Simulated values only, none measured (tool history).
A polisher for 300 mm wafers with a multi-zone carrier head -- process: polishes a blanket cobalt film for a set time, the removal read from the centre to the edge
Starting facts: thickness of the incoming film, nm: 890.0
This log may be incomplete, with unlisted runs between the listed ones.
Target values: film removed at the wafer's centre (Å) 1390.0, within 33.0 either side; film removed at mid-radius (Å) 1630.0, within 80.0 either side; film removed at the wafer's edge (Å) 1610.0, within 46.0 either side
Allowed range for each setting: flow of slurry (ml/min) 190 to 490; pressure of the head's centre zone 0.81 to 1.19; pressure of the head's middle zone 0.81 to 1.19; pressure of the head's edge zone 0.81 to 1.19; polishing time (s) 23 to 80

run  hour  flow of slurry (ml/min)  pressure of the head's centre zone  pressure of the head's middle zone  pressure of the head's edge zone  polishing time (s)  film removed at the wafer's centre (Å)  film removed at mid-radius (Å)  film removed at the wafer's edge (Å)
  1   0.0                      315                                1.00                                1.00                              1.00                  51                                  2499.1                          2641.5                                2552.4
  2   6.4                      315                                1.00                                1.00                              1.00                  44                                  2166.7                          2194.0                                2201.1
  3  10.0                      310                                0.98                                1.00                              0.99                  43                                  2091.3                          2163.4                                2116.0
  4  11.3                      310                                0.98                                1.06                              0.99                  43                                  2062.8                          2252.5                                2134.9
  5  16.2                      305                                0.96                                1.05                              0.99                  42                                  1959.6                          2226.4                                2103.2
  6  21.8                      300                                0.94                                1.03                              0.98                  41                                  1879.5                          2089.3                                2027.4
  7  25.3                      255                                0.84                                1.00                              0.89                  32                                  1320.1                          1578.5                                1499.2
  8  32.0                      260                                0.84                                1.00                              0.90                  32                                  1308.8                          1588.0                                1520.8
  9  39.3                      265                                0.84                                1.00                              0.90                  32                                  1325.2                          1608.5                                1516.1
 10  43.8                      270                                0.84                                1.00                              0.91                  32                                  1339.2                          1594.5                                1539.3
 11  49.0                      275                                0.84                                1.00                              0.91                  32                                  1311.8                          1622.1                                1489.8
 12  54.9                      270                                0.84                                1.00                              0.91                  32                                  1304.4                          1579.6                                1521.5
 13  62.5                      270                                0.84                                1.00                              0.92                  32                                  1330.0                          1605.0                                1504.6
 14  69.1                      260                                0.84                                1.00                              0.91                  32                                  1325.8                          1586.2                                1514.0

Exactly one of the 4 candidate moves below puts every result within its allowed miss. Which one?
  A  75.7                      385                                1.00                                1.06                              0.84                  29                                       ?                               ?                                     ?
  B  75.7                      225                                0.84                                0.96                              1.02                  35                                       ?                               ?                                     ?
  C  75.7                      380                                0.86                                0.93                              0.88                  34                                       ?                               ?                                     ?
  D  75.7                      280                                0.85                                0.97                              0.94                  33                                       ?                               ?                                     ?

move  film removed at the wafer's centre (Å)  film removed at mid-radius (Å)  film removed at the wafer's edge (Å)
   A                                  1452.1                          1554.2                                1372.7
   B                                  1403.6                          1625.1                                1734.9
   C                                  1486.1                          1631.1                                1644.9
   D                                  1381.6                          1591.6                                1607.7
A: the biggest miss grows against the last run
B: takes the biggest miss from the last run beyond its target
C: brings the last run's worst result on target, with another outside its allowed miss
D: in spec on every target
The right move is D.
